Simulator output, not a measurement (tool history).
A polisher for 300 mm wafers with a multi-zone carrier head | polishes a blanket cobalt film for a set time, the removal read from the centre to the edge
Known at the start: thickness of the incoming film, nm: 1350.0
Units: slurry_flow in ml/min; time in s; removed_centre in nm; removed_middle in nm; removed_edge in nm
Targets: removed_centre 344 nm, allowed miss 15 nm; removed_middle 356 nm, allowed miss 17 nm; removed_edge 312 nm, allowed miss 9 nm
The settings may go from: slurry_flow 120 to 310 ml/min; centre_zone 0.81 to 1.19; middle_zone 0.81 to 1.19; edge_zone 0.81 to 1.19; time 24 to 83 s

run  hour  slurry_flow  centre_zone  middle_zone  edge_zone  time  removed_centre  removed_middle  removed_edge
  1     0          200            1            1          1    53          264.65          265.97        262.81
  2   1.4          200            1         1.04          1    53          274.21          274.04        261.83
  3   8.3          200         1.08         1.04          1    53          284.79          276.58        261.87
  4   9.9          200         1.08         1.04       1.07    53          284.92          266.45        268.64
  5  15.9          210         1.07         1.07       1.07    55          301.14          294.82        282.63
  6  16.7          260         1.07         1.07       1.07    55          306.19          292.74        287.57
  7  24.8          260         1.07         1.09       1.07    56          304.87          318.49        289.84
  8    28          260         1.09          1.1       1.08    57          322.36           318.9        294.47
  9    31          260         1.09         1.11       1.09    58          326.28          315.91        307.78
 10  39.4          260         1.09         1.11       1.09    58          324.68             335        304.13
 11  41.2          260          1.1         1.12       1.09    58          327.98          332.71        303.47
 12    44          260         1.11         1.13       1.09    58          332.98          332.61        303.02
 13  45.8          260         1.11         1.14       1.09    58          333.42           326.3        305.26
 14  54.3          265         1.11         1.15       1.08    58          329.62          338.72        302.11
 15  59.3          265         1.11         1.16       1.08    58          330.21          338.54        304.15

5 next moves are on the table. One of them brings every result within its allowed miss. Which?
  A  64.3          280          1.1         1.07       1.13    60               ?               ?             ?
  B  64.3          265         1.07         1.19       1.17    58               ?               ?             ?
  C  64.3          275         1.19         1.07       1.12    59               ?               ?             ?
  D  64.3          280         1.13         1.19        1.1    56               ?               ?             ?
  E  64.3          255         1.09         1.16          1    62               ?               ?             ?

move  removed_centre  removed_middle  removed_edge
   A          337.52          331.74        324.66
   B          316.61          349.54        317.15
   C           355.8          325.52        317.55
   D          323.06          339.21        298.85
   E          342.63          364.15        315.23
A: further off than the last run
B: brings the result that was furthest off to its target, and leaves another outside
C: further off than the last run
D: brings the result that was furthest off to its target, and leaves another outside
E: meets every target
Answer: E
